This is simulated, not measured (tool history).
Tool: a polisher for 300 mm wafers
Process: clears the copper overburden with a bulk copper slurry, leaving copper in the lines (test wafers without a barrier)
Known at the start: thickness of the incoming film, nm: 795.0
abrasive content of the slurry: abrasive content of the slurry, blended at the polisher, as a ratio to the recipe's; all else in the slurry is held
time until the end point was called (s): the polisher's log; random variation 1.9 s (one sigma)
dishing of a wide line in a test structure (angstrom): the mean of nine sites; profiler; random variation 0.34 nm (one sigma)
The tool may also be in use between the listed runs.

| run | hour | flow of slurry (ml/min) | pressure of the wafer on the pad (psi) | speed of the pad under the wafer (m/s) | abrasive content of the slurry | overpolish time after the end point (s) | time until the end point was called (s) | dishing of a wide line in a test structure (angstrom) |
|---|---|---|---|---|---|---|---|---|
| 1 | 0.0 | 135 | 1.8 | 0.98 | 1.0 | 24 | 149.35 | 320.86 |
| 2 | 8.1 | 135 | 1.8 | 1.20 | 1.0 | 24 | 121.06 | 333.91 |
| 3 | 12.8 | 135 | 1.8 | 1.20 | 1.0 | 32 | 124.08 | 339.84 |
| 4 | 14.5 | 155 | 1.8 | 1.20 | 1.0 | 32 | 118.85 | 339.79 |
| 5 | 15.8 | 170 | 1.5 | 1.24 | 1.0 | 24 | 135.15 | 324.83 |
| 6 | 23.2 | 170 | 1.3 | 1.24 | 1.0 | 24 | 149.53 | 312.28 |
| 7 | 25.9 | 170 | 1.3 | 1.24 | 1.0 | 24 | 149.60 | 318.93 |

The next listed run, before its measurement:
| 8 | 32.3 | 180 | 1.2 | 1.24 | 1.0 | 18 | ? | ? |

time until the end point was called (s): 161.83
dishing of a wide line in a test structure (angstrom): 286.46
